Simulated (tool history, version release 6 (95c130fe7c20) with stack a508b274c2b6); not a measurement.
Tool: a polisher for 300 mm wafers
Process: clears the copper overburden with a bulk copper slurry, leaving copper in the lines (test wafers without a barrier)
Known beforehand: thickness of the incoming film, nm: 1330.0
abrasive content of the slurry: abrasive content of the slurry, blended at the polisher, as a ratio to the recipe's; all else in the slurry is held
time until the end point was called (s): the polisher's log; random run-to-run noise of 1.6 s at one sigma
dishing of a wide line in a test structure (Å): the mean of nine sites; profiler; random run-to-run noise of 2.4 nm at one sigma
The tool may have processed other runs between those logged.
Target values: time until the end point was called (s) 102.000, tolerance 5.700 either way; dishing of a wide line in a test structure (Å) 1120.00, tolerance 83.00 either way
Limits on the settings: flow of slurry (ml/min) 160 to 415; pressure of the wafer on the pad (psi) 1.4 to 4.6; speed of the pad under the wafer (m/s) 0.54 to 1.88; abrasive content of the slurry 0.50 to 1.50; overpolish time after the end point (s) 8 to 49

run    day  flow of slurry (ml/min)  pressure of the wafer on the pad (psi)  speed of the pad under the wafer (m/s)  abrasive content of the slurry  overpolish time after the end point (s)  time until the end point was called (s)  dishing of a wide line in a test structure (Å)
  1  0.000                      265                                     3.0                                    1.20                            1.00                                       25                                  137.530                                          989.66
  2  0.058                      265                                     2.7                                    1.20                            1.00                                       25                                  152.530                                          910.70
  3  0.346                      265                                     2.9                                    1.22                            1.00                                       24                                  137.860                                          939.88
  4  0.483                      265                                     2.9                                    1.38                            1.00                                       24                                  121.760                                          975.74
  5  0.654                      265                                     2.6                                    1.38                            1.00                                       24                                  138.190                                          897.27
  6  1.008                      320                                     2.6                                    1.38                            1.00                                       24                                  139.140                                          903.12
  7  1.271                      320                                     2.8                                    1.38                            1.00                                       24                                  128.440                                          967.93
  8  1.446                      320                                     2.9                                    1.38                            1.00                                       24                                  124.260                                          983.51
  9  1.525                      320                                     3.0                                    1.38                            1.00                                       24                                  118.520                                         1011.10
 10  1.721                      320                                     3.1                                    1.38                            1.00                                       24                                  118.420                                         1039.70
 11  1.838                      320                                     3.2                                    1.38                            1.00                                       24                                  110.830                                         1016.40

Of the 4 settings listed for the next run, only one would bring every result within its allowed miss of target. Which one?
  A  1.954                      345                                     3.0                                    1.72                            0.90                                       37                                        ?                                               ?
  B  1.954                      380                                     3.1                                    1.40                            0.90                                       31                                        ?                                               ?
  C  1.954                      275                                     3.5                                    1.54                            1.05                                       13                                        ?                                               ?
  D  1.954                      290                                     2.9                                    1.60                            0.65                                       35                                        ?                                               ?

move  time until the end point was called (s)  dishing of a wide line in a test structure (Å)
   A                                  101.660                                         1122.60
   B                                  116.310                                         1062.10
   C                                   94.885                                          827.16
   D                                  121.150                                         1065.30
A: every result within its allowed miss
B: lands further from the targets than the last run did
C: moves the result that the last run missed by most past its target, out the other side
D: lands further from the targets than the last run did
Move A is the one to make.
